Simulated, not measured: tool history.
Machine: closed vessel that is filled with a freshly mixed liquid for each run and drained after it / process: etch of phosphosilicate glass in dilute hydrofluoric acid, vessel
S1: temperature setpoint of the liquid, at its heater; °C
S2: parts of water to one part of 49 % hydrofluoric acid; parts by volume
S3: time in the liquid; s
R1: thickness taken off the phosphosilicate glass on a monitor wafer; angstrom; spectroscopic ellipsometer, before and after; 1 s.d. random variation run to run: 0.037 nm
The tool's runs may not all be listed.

{"run": 1, "hour": 0.0, "S1": 24.0, "S2": 275, "S3": 30, "R1": 137.94}
{"run": 2, "hour": 6.6, "S1": 24.0, "S2": 275, "S3": 30, "R1": 139.82}
{"run": 3, "hour": 10.7, "S1": 22.0, "S2": 305, "S3": 30, "R1": 113.54}
{"run": 4, "hour": 14.6, "S1": 22.0, "S2": 205, "S3": 30, "R1": 188.12}
{"run": 5, "hour": 22.9, "S1": 22.0, "S2": 110, "S3": 30, "R1": 386.58}
{"run": 6, "hour": 28.3, "S1": 22.0, "S2": 110, "S3": 30, "R1": 388.38}
{"run": 7, "hour": 33.0, "S1": 20.5, "S2": 175, "S3": 30, "R1": 212.08}

Forecast run 8:
{"run": 8, "hour": 33.8, "S1": 19.5, "S2": 210, "S3": 30, "R1": "?"}

Run 8 gave R1 164.57 angstrom.
